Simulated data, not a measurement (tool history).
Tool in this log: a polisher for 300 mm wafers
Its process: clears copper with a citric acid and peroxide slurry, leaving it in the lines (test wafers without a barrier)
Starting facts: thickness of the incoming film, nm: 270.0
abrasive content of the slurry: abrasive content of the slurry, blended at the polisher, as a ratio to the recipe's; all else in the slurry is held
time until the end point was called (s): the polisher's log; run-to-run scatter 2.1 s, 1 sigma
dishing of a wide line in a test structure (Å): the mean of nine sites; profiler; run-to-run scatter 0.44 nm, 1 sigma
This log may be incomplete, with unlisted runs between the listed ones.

run	hour	flow of slurry (ml/min)	pressure of the wafer on the pad (kPa)	speed of the pad under the wafer (cm/s)	abrasive content of the slurry	overpolish time after the end point (s)	time until the end point was called (s)	dishing of a wide line in a test structure (Å)
1	0	250	16.5	110	1	14	131.82	203.56
2	3	250	14.5	110	1	15	142.51	196.35
3	6.6	250	14.5	134	1	15	119.54	245.56
4	12	245	12.4	130	1	16	137.89	223.44
5	19.7	245	12.4	130	0.85	16	139.98	218.8
6	20.9	185	12.4	130	0.85	16	146.85	200.22
7	22.3	185	12.4	130	0.85	16	148.01	208.65
8	30.9	180	11	130	0.85	17	156.73	192.6

Run 9, settings as shown, results not yet in. Your forecast:
9	34.5	175	10.3	130	0.85	18	?	?

time until the end point was called (s): 165.47
dishing of a wide line in a test structure (Å): 192.85
